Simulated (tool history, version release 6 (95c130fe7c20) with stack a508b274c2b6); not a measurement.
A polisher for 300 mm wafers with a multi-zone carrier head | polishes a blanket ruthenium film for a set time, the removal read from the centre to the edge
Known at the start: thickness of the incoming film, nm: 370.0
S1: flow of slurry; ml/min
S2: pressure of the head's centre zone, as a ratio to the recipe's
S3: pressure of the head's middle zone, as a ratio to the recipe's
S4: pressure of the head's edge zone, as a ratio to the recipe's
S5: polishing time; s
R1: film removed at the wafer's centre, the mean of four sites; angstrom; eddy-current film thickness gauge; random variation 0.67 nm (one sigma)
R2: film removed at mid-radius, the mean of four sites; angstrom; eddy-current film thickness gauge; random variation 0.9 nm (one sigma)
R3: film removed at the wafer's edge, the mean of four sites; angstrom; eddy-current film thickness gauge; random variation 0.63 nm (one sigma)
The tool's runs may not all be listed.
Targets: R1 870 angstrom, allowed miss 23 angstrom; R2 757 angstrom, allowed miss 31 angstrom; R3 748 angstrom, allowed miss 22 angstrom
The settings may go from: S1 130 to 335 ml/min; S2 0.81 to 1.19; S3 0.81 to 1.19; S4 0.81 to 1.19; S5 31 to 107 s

{"run": 1, "hour": 0.0, "S1": 215, "S2": 1, "S3": 1, "S4": 1, "S5": 69, "R1": 696.88, "R2": 673.14, "R3": 675.89}
{"run": 2, "hour": 8.3, "S1": 175, "S2": 1, "S3": 1, "S4": 1, "S5": 69, "R1": 670.3, "R2": 669.48, "R3": 671.24}
{"run": 3, "hour": 14.4, "S1": 175, "S2": 1, "S3": 1, "S4": 0.92, "S5": 69, "R1": 681.9, "R2": 659.8, "R3": 638.14}
{"run": 4, "hour": 17.6, "S1": 185, "S2": 1.02, "S3": 1.01, "S4": 0.94, "S5": 70, "R1": 700.72, "R2": 674.04, "R3": 659.83}
{"run": 5, "hour": 26.0, "S1": 195, "S2": 1.04, "S3": 1.02, "S4": 0.95, "S5": 71, "R1": 727.51, "R2": 714.27, "R3": 686.36}
{"run": 6, "hour": 32.8, "S1": 205, "S2": 1.06, "S3": 1.01, "S4": 0.95, "S5": 71, "R1": 754.67, "R2": 695.11, "R3": 669.43}
{"run": 7, "hour": 34.3, "S1": 215, "S2": 1.07, "S3": 1.01, "S4": 0.97, "S5": 71, "R1": 760.32, "R2": 692.71, "R3": 684.11}
{"run": 8, "hour": 39.3, "S1": 220, "S2": 1.08, "S3": 1.02, "S4": 0.98, "S5": 71, "R1": 779.68, "R2": 712.8, "R3": 688.97}
{"run": 9, "hour": 45.1, "S1": 225, "S2": 1.09, "S3": 1.02, "S4": 0.99, "S5": 71, "R1": 775.4, "R2": 711.73, "R3": 701.4}
{"run": 10, "hour": 46.1, "S1": 230, "S2": 1.1, "S3": 1.02, "S4": 1, "S5": 71, "R1": 796.17, "R2": 717.18, "R3": 698.29}

5 next moves are on the table. One of them brings every result within its allowed miss. Which?
{"run": "A", "hour": 47.1, "S1": 165, "S2": 0.95, "S3": 1.13, "S4": 1.09, "S5": 75, "R1": "?", "R2": "?", "R3": "?"}
{"run": "B", "hour": 47.1, "S1": 235, "S2": 1.13, "S3": 1.01, "S4": 1, "S5": 76, "R1": "?", "R2": "?", "R3": "?"}
{"run": "C", "hour": 47.1, "S1": 260, "S2": 1.07, "S3": 1.01, "S4": 1.02, "S5": 79, "R1": "?", "R2": "?", "R3": "?"}
{"run": "D", "hour": 47.1, "S1": 265, "S2": 1.05, "S3": 1.19, "S4": 0.97, "S5": 64, "R1": "?", "R2": "?", "R3": "?"}
{"run": "E", "hour": 47.1, "S1": 195, "S2": 0.97, "S3": 1, "S4": 1.06, "S5": 75, "R1": "?", "R2": "?", "R3": "?"}

move=A R1=706.14 R2=792.9 R3=761.92
move=B R1=882.21 R2=753.16 R3=758.93
move=C R1=876.26 R2=789.83 R3=801.64
move=D R1=698.61 R2=737.58 R3=633.12
move=E R1=732.92 R2=725.52 R3=761.29
A: further off than the last run
B: meets every target
C: brings the result that was furthest off to its target, and leaves another outside
D: further off than the last run
E: further off than the last run
Answer: B
